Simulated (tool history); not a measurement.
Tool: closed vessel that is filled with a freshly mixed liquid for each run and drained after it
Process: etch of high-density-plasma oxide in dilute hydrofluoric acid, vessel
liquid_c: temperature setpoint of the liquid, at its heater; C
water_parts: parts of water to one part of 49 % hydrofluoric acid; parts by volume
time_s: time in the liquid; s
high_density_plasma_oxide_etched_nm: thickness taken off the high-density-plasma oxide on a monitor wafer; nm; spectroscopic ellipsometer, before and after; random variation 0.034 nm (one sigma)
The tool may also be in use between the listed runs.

| run | hour | liquid_c | water_parts | time_s | high_density_plasma_oxide_etched_nm |
|---|---|---|---|---|---|
| 1 | 0.0 | 24.0 | 75 | 95 | 6.7238 |
| 2 | 8.2 | 24.0 | 75 | 60 | 4.2422 |
| 3 | 11.4 | 25.5 | 70 | 60 | 4.8266 |
| 4 | 18.0 | 24.0 | 70 | 60 | 4.5740 |
| 5 | 23.3 | 24.0 | 70 | 60 | 4.5621 |
| 6 | 30.2 | 25.5 | 60 | 60 | 5.7663 |
| 7 | 39.0 | 26.5 | 60 | 60 | 5.9616 |
| 8 | 43.7 | 27.5 | 60 | 60 | 6.2352 |
| 9 | 46.9 | 28.5 | 60 | 60 | 6.4771 |

The next listed run, before its measurement:
|  | 51.9 | hydrofluoric acid flow meter replaced |
| 10 | 51.9 | 32.0 | 50 | 60 | ? |

Run 10 gave high_density_plasma_oxide_etched_nm 10.3130 nm.
